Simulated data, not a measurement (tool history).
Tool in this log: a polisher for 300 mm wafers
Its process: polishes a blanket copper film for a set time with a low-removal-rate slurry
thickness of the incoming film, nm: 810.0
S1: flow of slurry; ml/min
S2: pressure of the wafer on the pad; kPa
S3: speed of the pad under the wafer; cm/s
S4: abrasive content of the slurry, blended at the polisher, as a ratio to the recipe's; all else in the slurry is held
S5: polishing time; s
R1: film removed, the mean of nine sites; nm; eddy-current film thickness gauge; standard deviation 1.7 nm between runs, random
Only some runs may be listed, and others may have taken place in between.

run,hour,S1,S2,S3,S4,S5,R1
1,0,250,11.7,100,1,48,83.782
2,3.6,250,10.3,100,1,48,73.833
3,6.3,290,10.3,100,1,48,74.922
4,8.8,290,10.3,100,1,42,65.922
5,15.5,290,10.3,100,1,42,66.797
6,16.9,290,10.3,100,0.9,42,65.647
7,22.1,290,11.7,102,0.9,42,74.038
8,27.9,290,13.1,104,0.9,42,85.998
9,29.2,290,13.8,104,0.9,42,88.063
10,35.8,290,14.5,104,0.9,42,93.962
11,42.2,290,15.2,104,0.9,42,99.688

Estimate the outcome of run 12 from the log above:
12,47,290,15.2,104,0.9,42,?

R1: 97.067 nm
